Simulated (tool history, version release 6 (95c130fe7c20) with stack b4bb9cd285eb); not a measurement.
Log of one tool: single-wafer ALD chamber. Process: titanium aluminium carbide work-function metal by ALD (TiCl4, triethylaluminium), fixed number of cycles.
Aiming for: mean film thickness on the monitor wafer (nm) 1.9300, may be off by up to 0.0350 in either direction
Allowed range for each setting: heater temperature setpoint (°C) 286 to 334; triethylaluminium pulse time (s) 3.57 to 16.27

run,hour,heater temperature setpoint (°C),triethylaluminium pulse time (s),mean film thickness on the monitor wafer (nm)
1,0.0,310,9.92,2.2164
2,6.9,305,9.09,2.1471
3,10.8,301,8.48,2.0932
4,18.8,311,8.48,2.1808
5,26.7,307,7.84,2.1087
6,31.8,307,10.57,2.2049
7,39.2,303,9.72,2.1557
8,45.6,300,8.91,2.1115
9,48.0,297,8.14,2.0367
10,53.9,295,7.93,2.0369
11,61.1,295,7.93,2.0153
12,69.6,293,7.75,2.0067
13,75.9,286,6.03,1.8281
14,81.2,288,6.14,1.8525
15,88.1,289,6.23,1.8576
16,91.3,290,6.32,1.8723

Which single option among these 4 for the next run brings every result within its allowed miss of target? Just one does.
A,94.5,290,6.09,?
B,94.5,293,6.55,?
C,94.5,286,5.68,?
D,94.5,294,7.64,?

move,mean film thickness on the monitor wafer (nm)
A,1.8573
B,1.9190
C,1.7880
D,1.9991
A: the biggest miss grows against the last run
B: in spec on every target
C: the biggest miss grows against the last run
D: takes the result that was furthest off past its target
Correct choice: B, which meets every target

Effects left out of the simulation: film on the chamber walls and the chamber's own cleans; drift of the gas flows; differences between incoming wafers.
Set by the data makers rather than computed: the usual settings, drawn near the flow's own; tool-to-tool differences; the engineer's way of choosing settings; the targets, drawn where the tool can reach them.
